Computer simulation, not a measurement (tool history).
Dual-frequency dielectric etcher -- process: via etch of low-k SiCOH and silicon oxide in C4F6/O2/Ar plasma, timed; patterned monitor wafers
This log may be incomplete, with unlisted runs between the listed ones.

run    day  source power (W)  bias power (W)  etch time (s)  mean etch depth across the wafer (Å)
  1  0.000               320             207           75.0                                2051.6
  2  0.038               320             207           78.0                                2117.2
  3  0.288               320             220           78.0                                2146.0
  4  0.642               300             212           77.5                                2063.5
  5  0.725               340             212           77.5                                2160.3
  6  0.867               370             212           77.5                                2247.6
  7  0.921               370             212           77.5                                2231.2
  8  1.062               350             202           77.0                                2126.6
  9  1.092               330             197           77.0                                2067.2
 10  1.275               310             194           77.0                                2025.7
 11  1.646               290             190           77.0                                1948.2
 12  1.842               280             189           77.0                                1944.2
 13  1.896               270             186           77.0                                1892.0
 14  2.058               260             185           77.0                                1870.4

What does the tool deliver on the next run?
 15  2.108               200             178           77.0                                     ?

mean etch depth across the wafer (Å): 1687.6

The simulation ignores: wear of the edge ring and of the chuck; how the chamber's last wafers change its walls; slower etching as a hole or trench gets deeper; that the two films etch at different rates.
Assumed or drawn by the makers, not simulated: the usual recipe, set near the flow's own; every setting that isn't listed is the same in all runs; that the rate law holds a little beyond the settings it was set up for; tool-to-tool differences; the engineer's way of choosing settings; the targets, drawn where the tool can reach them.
